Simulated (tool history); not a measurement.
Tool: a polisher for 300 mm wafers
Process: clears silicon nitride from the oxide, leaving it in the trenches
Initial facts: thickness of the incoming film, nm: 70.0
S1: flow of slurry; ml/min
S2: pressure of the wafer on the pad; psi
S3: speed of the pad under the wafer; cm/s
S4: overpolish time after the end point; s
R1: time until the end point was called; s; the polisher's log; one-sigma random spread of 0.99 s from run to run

run  hour   S1   S2   S3  S4      R1
  1   0.0  195  2.0  130  10  95.172
  2   6.4  195  2.0  130  10  96.536
  3  15.4  175  2.0  130  10  99.527
  4  18.2  175  2.0  142  10  90.127
  5  23.2  210  2.0  142  10  87.784
  6  29.6  210  2.0  130  10  94.671

Run 7 comes next. What will it give?
  7  36.7  210  2.1  130  10   ?

Run 7 gave R1 90.740 s.
